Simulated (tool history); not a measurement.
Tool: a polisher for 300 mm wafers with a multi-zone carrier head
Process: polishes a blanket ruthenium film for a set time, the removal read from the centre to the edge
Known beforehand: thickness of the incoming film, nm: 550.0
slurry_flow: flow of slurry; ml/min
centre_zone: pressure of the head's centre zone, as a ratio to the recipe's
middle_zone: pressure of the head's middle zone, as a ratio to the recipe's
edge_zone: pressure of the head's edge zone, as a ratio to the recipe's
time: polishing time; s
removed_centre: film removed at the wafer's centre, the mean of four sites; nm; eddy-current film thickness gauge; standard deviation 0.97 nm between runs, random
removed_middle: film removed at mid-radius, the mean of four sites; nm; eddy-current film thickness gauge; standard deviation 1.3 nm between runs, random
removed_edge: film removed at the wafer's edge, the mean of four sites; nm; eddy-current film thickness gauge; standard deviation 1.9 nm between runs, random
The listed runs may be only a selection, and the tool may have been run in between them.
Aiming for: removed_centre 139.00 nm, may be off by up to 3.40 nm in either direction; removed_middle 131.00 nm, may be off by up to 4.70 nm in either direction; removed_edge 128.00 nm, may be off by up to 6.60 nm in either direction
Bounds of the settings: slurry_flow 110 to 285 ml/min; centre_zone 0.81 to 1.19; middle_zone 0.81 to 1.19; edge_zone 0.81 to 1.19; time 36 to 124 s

Run 1, hour 0.0: slurry_flow 180 ml/min, centre_zone 1.00, middle_zone 1.00, edge_zone 1.00, time 79 s. Result: removed_centre 104.43 nm, removed_middle 102.54 nm, removed_edge 107.50 nm.
Run 2, hour 2.7: slurry_flow 195 ml/min, centre_zone 1.03, middle_zone 1.03, edge_zone 1.03, time 80 s. Result: removed_centre 109.83 nm, removed_middle 107.73 nm, removed_edge 108.76 nm.
Run 3, hour 9.7: slurry_flow 150 ml/min, centre_zone 1.03, middle_zone 1.03, edge_zone 1.03, time 80 s. Result: removed_centre 105.74 nm, removed_middle 104.00 nm, removed_edge 104.90 nm.
Run 4, hour 15.8: slurry_flow 170 ml/min, centre_zone 1.05, middle_zone 1.04, edge_zone 1.05, time 82 s. Result: removed_centre 112.04 nm, removed_middle 110.07 nm, removed_edge 111.54 nm.
Run 5, hour 24.2: slurry_flow 185 ml/min, centre_zone 1.08, middle_zone 1.05, edge_zone 1.07, time 83 s. Result: removed_centre 118.41 nm, removed_middle 113.68 nm, removed_edge 115.42 nm.
Run 6, hour 29.7: slurry_flow 185 ml/min, centre_zone 1.00, middle_zone 1.05, edge_zone 1.07, time 83 s. Result: removed_centre 111.58 nm, removed_middle 112.98 nm, removed_edge 116.26 nm.
Run 7, hour 37.9: slurry_flow 200 ml/min, centre_zone 1.03, middle_zone 1.06, edge_zone 1.08, time 84 s. Result: removed_centre 115.39 nm, removed_middle 116.66 nm, removed_edge 119.44 nm.
Run 8, hour 46.8: slurry_flow 210 ml/min, centre_zone 1.06, middle_zone 1.07, edge_zone 1.09, time 85 s. Result: removed_centre 121.98 nm, removed_middle 116.35 nm, removed_edge 120.44 nm.
Run 9, hour 53.4: slurry_flow 215 ml/min, centre_zone 1.07, middle_zone 1.09, edge_zone 1.09, time 86 s. Result: removed_centre 125.08 nm, removed_middle 125.62 nm, removed_edge 119.80 nm.
Run 10, hour 58.0: slurry_flow 220 ml/min, centre_zone 1.08, middle_zone 1.09, edge_zone 1.10, time 87 s. Result: removed_centre 127.81 nm, removed_middle 125.35 nm, removed_edge 126.14 nm.

Which one of the following 4 next-run settings gets every result inside its allowed miss? There is exactly one.
Run A, hour 62.6: slurry_flow 205 ml/min, centre_zone 1.15, middle_zone 1.12, edge_zone 1.11, time 90 s. Result: removed_centre ?, removed_middle ?, removed_edge ?.
Run B, hour 62.6: slurry_flow 265 ml/min, centre_zone 1.19, middle_zone 1.01, edge_zone 1.04, time 85 s. Result: removed_centre ?, removed_middle ?, removed_edge ?.
Run C, hour 62.6: slurry_flow 210 ml/min, centre_zone 1.19, middle_zone 0.98, edge_zone 1.16, time 89 s. Result: removed_centre ?, removed_middle ?, removed_edge ?.
Run D, hour 62.6: slurry_flow 220 ml/min, centre_zone 0.93, middle_zone 1.19, edge_zone 1.13, time 89 s. Result: removed_centre ?, removed_middle ?, removed_edge ?.

move  removed_centre  removed_middle  removed_edge
   A          138.17          129.25        127.99
   B          138.82          116.92        119.67
   C          141.22          116.86        129.94
   D          114.44          134.70        128.43
A: meets every target
B: the worst result of the last run now meets its target, but another is out of spec
C: the worst result of the last run now meets its target, but another is out of spec
D: further off than the last run
A meets every target.
